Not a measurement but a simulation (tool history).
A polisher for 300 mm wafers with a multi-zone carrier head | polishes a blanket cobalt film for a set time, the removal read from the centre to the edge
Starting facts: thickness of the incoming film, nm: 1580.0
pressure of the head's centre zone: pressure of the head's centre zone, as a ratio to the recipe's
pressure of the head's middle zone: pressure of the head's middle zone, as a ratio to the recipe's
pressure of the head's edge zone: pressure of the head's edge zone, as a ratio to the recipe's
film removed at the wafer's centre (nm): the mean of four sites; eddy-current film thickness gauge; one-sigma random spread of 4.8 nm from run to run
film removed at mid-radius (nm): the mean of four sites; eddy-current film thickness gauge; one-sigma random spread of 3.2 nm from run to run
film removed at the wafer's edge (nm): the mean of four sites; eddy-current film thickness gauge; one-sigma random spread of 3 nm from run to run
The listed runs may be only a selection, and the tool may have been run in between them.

run,hour,flow of slurry (ml/min),pressure of the head's centre zone,pressure of the head's middle zone,pressure of the head's edge zone,polishing time (s),film removed at the wafer's centre (nm),film removed at mid-radius (nm),film removed at the wafer's edge (nm)
1,0,245,1,1,1,62,204.07,223.62,215.01
2,4.8,245,0.95,1,1,62,186.87,221.54,213.8
3,11.4,250,1.01,0.99,1.04,67,216.76,240.48,238.39
4,16.1,275,1.01,0.99,1.04,67,223.55,243.18,237.46
5,17.5,275,1.01,0.99,1.12,67,222.08,247.78,244.06
6,22.2,330,1.01,0.99,1.12,67,223.41,248.52,249.54
7,29.6,330,1.06,0.97,1.12,71,251.6,258.18,261.43
8,37.9,330,1.09,0.95,1.13,74,269.11,265.42,275.83

What does the tool deliver on the next run?
9,41.4,330,1.12,0.95,1.13,76,?,?,?

Run 9 came out at film removed at the wafer's centre (nm) 284.93, film removed at mid-radius (nm) 273.3, film removed at the wafer's edge (nm) 280.98.

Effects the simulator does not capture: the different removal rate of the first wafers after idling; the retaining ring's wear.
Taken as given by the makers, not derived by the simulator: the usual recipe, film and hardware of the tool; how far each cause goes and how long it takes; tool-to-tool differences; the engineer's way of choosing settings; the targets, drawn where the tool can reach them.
